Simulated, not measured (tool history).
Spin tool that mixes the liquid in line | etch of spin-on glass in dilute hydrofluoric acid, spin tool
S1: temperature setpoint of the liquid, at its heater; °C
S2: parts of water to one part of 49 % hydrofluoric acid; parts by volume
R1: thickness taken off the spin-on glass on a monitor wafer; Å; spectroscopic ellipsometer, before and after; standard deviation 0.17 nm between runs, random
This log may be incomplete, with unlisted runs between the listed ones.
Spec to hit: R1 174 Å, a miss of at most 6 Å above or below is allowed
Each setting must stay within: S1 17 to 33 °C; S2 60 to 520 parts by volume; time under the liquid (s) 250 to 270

{"run": 1, "hour": 0.0, "S1": 25, "S2": 290, "time under the liquid (s)": 250, "R1": 215.6}
{"run": 2, "hour": 5.1, "S1": 25, "S2": 290, "time under the liquid (s)": 270, "R1": 231.82}
{"run": 3, "hour": 9.1, "S1": 27.5, "S2": 290, "time under the liquid (s)": 270, "R1": 250.26}
{"run": 4, "hour": 16.4, "S1": 27.5, "S2": 355, "time under the liquid (s)": 270, "R1": 189.34}
{"run": 5, "hour": 20.9, "S1": 31, "S2": 355, "time under the liquid (s)": 270, "R1": 215.65}
{"run": 6, "hour": 23.6, "S1": 29, "S2": 360, "time under the liquid (s)": 270, "R1": 200.6}
{"run": 7, "hour": 31.8, "S1": 28, "S2": 360, "time under the liquid (s)": 270, "R1": 193.3}
{"run": 8, "hour": 39.5, "S1": 27, "S2": 360, "time under the liquid (s)": 270, "R1": 185.82}

Below are 4 possible settings for the next run. Only one of them brings all results inside the allowed miss of their targets. Which is it?
{"run": "A", "hour": 47.2, "S1": 28, "S2": 360, "time under the liquid (s)": 270, "R1": "?"}
{"run": "B", "hour": 47.2, "S1": 26.5, "S2": 375, "time under the liquid (s)": 270, "R1": "?"}
{"run": "C", "hour": 47.2, "S1": 27, "S2": 350, "time under the liquid (s)": 270, "R1": "?"}
{"run": "D", "hour": 47.2, "S1": 25, "S2": 330, "time under the liquid (s)": 270, "R1": "?"}

move=A R1=191.68
move=B R1=172.84
move=C R1=192.83
move=D R1=195.21
A: its largest miss is bigger than the last run's
B: all results land within tolerance of their targets
C: its largest miss is bigger than the last run's
D: its largest miss is bigger than the last run's
Answer: B
